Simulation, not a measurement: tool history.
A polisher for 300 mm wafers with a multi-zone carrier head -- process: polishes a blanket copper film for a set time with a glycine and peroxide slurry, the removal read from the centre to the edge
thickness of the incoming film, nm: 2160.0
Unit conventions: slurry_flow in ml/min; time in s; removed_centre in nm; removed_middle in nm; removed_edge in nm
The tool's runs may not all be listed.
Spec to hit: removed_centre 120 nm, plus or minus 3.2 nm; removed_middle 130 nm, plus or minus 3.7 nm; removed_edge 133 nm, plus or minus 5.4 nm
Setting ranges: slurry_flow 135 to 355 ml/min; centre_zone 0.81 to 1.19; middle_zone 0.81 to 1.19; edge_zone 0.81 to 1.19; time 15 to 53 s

| run | day | slurry_flow | centre_zone | middle_zone | edge_zone | time | removed_centre | removed_middle | removed_edge |
|---|---|---|---|---|---|---|---|---|---|
| 1 | 0 | 225 | 1 | 1 | 1 | 34 | 103.65 | 103.23 | 108.97 |
| 2 | 0.042 | 225 | 1 | 1 | 0.93 | 34 | 104.21 | 104.69 | 105.57 |
| 3 | 0.354 | 225 | 1 | 1 | 0.93 | 27 | 83.194 | 82.853 | 84.993 |
| 4 | 0.617 | 190 | 1 | 1 | 0.93 | 27 | 80.68 | 80.706 | 82.623 |
| 5 | 0.667 | 190 | 1 | 1 | 0.93 | 20 | 60.588 | 59.404 | 60.142 |
| 6 | 0.971 | 200 | 1 | 1 | 0.94 | 22 | 66.147 | 65.797 | 66.699 |
| 7 | 1.2 | 210 | 1 | 1 | 0.95 | 24 | 72.395 | 72.287 | 75.06 |
| 8 | 1.462 | 275 | 1.1 | 1.1 | 1.05 | 34 | 117.68 | 115.73 | 112.64 |
| 9 | 1.746 | 280 | 1.09 | 1.1 | 1.06 | 34 | 117.47 | 114.04 | 112.55 |
| 10 | 2.083 | 280 | 1.08 | 1.1 | 1.07 | 34 | 116.77 | 116.83 | 114.03 |
| 11 | 2.158 | 285 | 1.07 | 1.1 | 1.08 | 34 | 114.71 | 116.72 | 113.57 |
| 12 | 2.279 | 285 | 1.06 | 1.1 | 1.09 | 34 | 113.8 | 115.16 | 114.24 |
| 13 | 2.529 | 285 | 1.06 | 1.1 | 1.09 | 34 | 114.08 | 116.69 | 112.58 |
| 14 | 2.558 | 280 | 1.05 | 1.1 | 1.1 | 35 | 116.16 | 120.71 | 116.3 |
| 15 | 2.717 | 285 | 1.04 | 1.09 | 1.11 | 35 | 115.28 | 118.54 | 117.83 |
| 16 | 2.962 | 285 | 1.03 | 1.09 | 1.12 | 35 | 113.61 | 119.46 | 121.38 |
| 17 | 3.275 | 290 | 1.03 | 1.09 | 1.13 | 35 | 112.59 | 119.1 | 120 |
| 18 | 3.604 | 270 | 1.02 | 1.1 | 1.18 | 39 | 126.07 | 133.67 | 131.08 |

Which of these 5 next moves meets every target?
| A | 3.933 | 340 | 0.99 | 1.08 | 1.19 | 38 | ? | ? | ? |
| B | 3.933 | 250 | 0.89 | 1.04 | 1.07 | 40 | ? | ? | ? |
| C | 3.933 | 275 | 0.97 | 1.17 | 1.1 | 36 | ? | ? | ? |
| D | 3.933 | 240 | 0.97 | 1.19 | 1.09 | 38 | ? | ? | ? |
| E | 3.933 | 260 | 0.91 | 1.14 | 1.18 | 39 | ? | ? | ? |

| move | removed_centre | removed_middle | removed_edge |
|---|---|---|---|
| A | 120.92 | 130.24 | 134.01 |
| B | 110.27 | 128.6 | 132.37 |
| C | 109.7 | 129.42 | 121.15 |
| D | 113.72 | 136.36 | 125.84 |
| E | 110.62 | 136.25 | 134.13 |
A: each result inside its tolerance
B: takes the biggest miss from the last run beyond its target
C: takes the biggest miss from the last run beyond its target
D: takes the biggest miss from the last run beyond its target
E: takes the biggest miss from the last run beyond its target
The move that meets every target is A.
